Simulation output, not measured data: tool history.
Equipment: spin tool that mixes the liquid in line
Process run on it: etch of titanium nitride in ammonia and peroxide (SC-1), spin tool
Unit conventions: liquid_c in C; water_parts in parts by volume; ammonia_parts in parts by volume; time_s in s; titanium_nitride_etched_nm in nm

run	hour	liquid_c	water_parts	ammonia_parts	time_s	titanium_nitride_etched_nm
1	0.0	57.0	27.0	0.60	305	32.267
2	8.2	54.5	27.5	0.60	305	26.453
3	12.1	52.5	27.5	0.60	305	23.431
4	20.5	52.5	27.5	0.45	305	21.766
5	26.5	52.5	27.5	0.60	305	23.209
6	34.6	52.5	27.5	0.70	305	24.177
7	35.4	44.5	31.0	0.70	305	12.882
8	42.6	44.0	31.0	0.70	305	12.151
9	48.8	43.5	31.0	0.70	305	11.769

Run 10 is up next; what results do you expect?
10	55.8	41.5	31.0	0.70	305	?

Run 10 produced titanium_nitride_etched_nm 10.174 nm.
